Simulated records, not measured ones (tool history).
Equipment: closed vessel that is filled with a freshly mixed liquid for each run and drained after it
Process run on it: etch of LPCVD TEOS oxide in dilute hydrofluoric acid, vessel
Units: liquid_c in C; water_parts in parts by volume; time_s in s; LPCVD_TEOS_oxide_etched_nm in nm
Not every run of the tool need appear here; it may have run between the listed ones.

| run | hour | liquid_c | water_parts | time_s | LPCVD_TEOS_oxide_etched_nm |
|---|---|---|---|---|---|
| 1 | 0.0 | 24.0 | 100 | 115 | 20.789 |
| 2 | 7.8 | 20.5 | 100 | 115 | 17.650 |
| 3 | 14.8 | 22.0 | 95 | 115 | 20.281 |
| 4 | 16.0 | 22.0 | 75 | 115 | 25.901 |
| 5 | 23.5 | 23.5 | 75 | 115 | 27.240 |
| 6 | 29.4 | 24.5 | 75 | 115 | 28.823 |
| 7 | 31.6 | 25.5 | 75 | 115 | 29.680 |
| 8 | 38.3 | 26.5 | 75 | 115 | 31.387 |
| 9 | 40.5 | 27.0 | 75 | 115 | 31.827 |

Run 10 is up next; what results do you expect?
| 10 | 48.8 | 27.5 | 75 | 115 | ? |

{"run 10": {"LPCVD_TEOS_oxide_etched_nm": 32.81}}
